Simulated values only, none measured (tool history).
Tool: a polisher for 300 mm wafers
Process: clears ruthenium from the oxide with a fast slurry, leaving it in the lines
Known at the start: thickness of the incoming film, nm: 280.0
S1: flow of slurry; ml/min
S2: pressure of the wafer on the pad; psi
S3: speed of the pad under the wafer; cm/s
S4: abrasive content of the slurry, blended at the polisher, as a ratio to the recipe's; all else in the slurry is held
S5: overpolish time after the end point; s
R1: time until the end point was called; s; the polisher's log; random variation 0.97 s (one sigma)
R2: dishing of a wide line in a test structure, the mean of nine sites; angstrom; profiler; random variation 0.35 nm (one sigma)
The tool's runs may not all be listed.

run 1 day=0.000 | S1=135 S2=2.5 S3=104 S4=1.00 S5=10 | R1=73.545 R2=250.49
run 2 day=0.188 | S1=135 S2=2.2 S3=104 S4=1.00 S5=10 | R1=81.060 R2=237.21
run 3 day=0.267 | S1=135 S2=2.2 S3=104 S4=1.15 S5=10 | R1=78.592 R2=244.05
run 4 day=0.396 | S1=135 S2=2.2 S3=104 S4=1.00 S5=10 | R1=82.101 R2=234.64
run 5 day=0.546 | S1=135 S2=2.2 S3=104 S4=1.00 S5=14 | R1=83.559 R2=301.20
run 6 day=0.579 | S1=135 S2=2.2 S3=114 S4=1.00 S5=14 | R1=74.247 R2=320.25
run 7 day=0.879 | S1=135 S2=2.4 S3=116 S4=0.95 S5=12 | R1=70.280 R2=303.66
run 8 day=1.025 | S1=140 S2=2.5 S3=116 S4=0.95 S5=10 | R1=65.518 R2=272.43
run 9 day=1.058 | S1=145 S2=2.6 S3=116 S4=0.95 S5=9 | R1=63.876 R2=263.78

The next listed run, before its measurement:
run 10 day=1.129 | S1=145 S2=2.7 S3=116 S4=0.95 S5=8 | R1=? R2=?

R1: 61.478 s
R2: 241.13 angstrom
